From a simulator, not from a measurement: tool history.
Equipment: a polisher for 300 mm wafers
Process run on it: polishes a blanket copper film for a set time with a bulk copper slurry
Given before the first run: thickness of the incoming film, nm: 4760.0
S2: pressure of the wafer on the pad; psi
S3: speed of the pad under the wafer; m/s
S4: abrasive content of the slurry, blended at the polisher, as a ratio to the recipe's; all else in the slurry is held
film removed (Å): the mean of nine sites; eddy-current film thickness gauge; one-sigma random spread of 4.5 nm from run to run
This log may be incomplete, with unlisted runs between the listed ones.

run 1 hour=0 | flow_of_slurry_(ml/min)=235 S2=3.1 S3=1.4 S4=1 polishing_time_(s)=27 | film_removed_(Å)=4254.4
run 2 hour=7 | flow_of_slurry_(ml/min)=235 S2=3.1 S3=1.4 S4=1 polishing_time_(s)=24 | film_removed_(Å)=3769.7
run 3 hour=8.6 | flow_of_slurry_(ml/min)=235 S2=3.1 S3=1.4 S4=1 polishing_time_(s)=27 | film_removed_(Å)=4159.6
run 4 hour=16.8 | flow_of_slurry_(ml/min)=235 S2=3.1 S3=1.28 S4=1 polishing_time_(s)=27 | film_removed_(Å)=3895.7
run 5 hour=24.7 | flow_of_slurry_(ml/min)=240 S2=3.4 S3=1.28 S4=1 polishing_time_(s)=27 | film_removed_(Å)=4240
run 6 hour=29.4 | flow_of_slurry_(ml/min)=240 S2=3 S3=1.28 S4=1 polishing_time_(s)=27 | film_removed_(Å)=3847.6
run 7 hour=33 | flow_of_slurry_(ml/min)=255 S2=3.3 S3=1.28 S4=1 polishing_time_(s)=27 | film_removed_(Å)=4176.2
run 8 hour=38.1 | flow_of_slurry_(ml/min)=260 S2=3.6 S3=1.28 S4=1 polishing_time_(s)=27 | film_removed_(Å)=4584.8
run 9 hour=39.3 | flow_of_slurry_(ml/min)=265 S2=3.8 S3=1.28 S4=1 polishing_time_(s)=27 | film_removed_(Å)=4844
run 10 hour=42.5 | flow_of_slurry_(ml/min)=270 S2=4 S3=1.28 S4=1 polishing_time_(s)=27 | film_removed_(Å)=5030.7
run 11 hour=48.8 | flow_of_slurry_(ml/min)=275 S2=4.2 S3=1.28 S4=1 polishing_time_(s)=27 | film_removed_(Å)=5294.9
run 12 hour=52.9 | flow_of_slurry_(ml/min)=280 S2=4.3 S3=1.28 S4=1 polishing_time_(s)=27 | film_removed_(Å)=5526.4
run 13 hour=61.1 | flow_of_slurry_(ml/min)=280 S2=4.3 S3=1.28 S4=1 polishing_time_(s)=27 | film_removed_(Å)=5366.6
run 14 hour=62 | flow_of_slurry_(ml/min)=280 S2=4.3 S3=1.28 S4=1 polishing_time_(s)=27 | film_removed_(Å)=5491.6

The next listed run, before its measurement:
run 15 hour=67.7 | flow_of_slurry_(ml/min)=285 S2=4.4 S3=1.28 S4=1 polishing_time_(s)=27 | film_removed_(Å)=?

film removed (Å): 5520.2
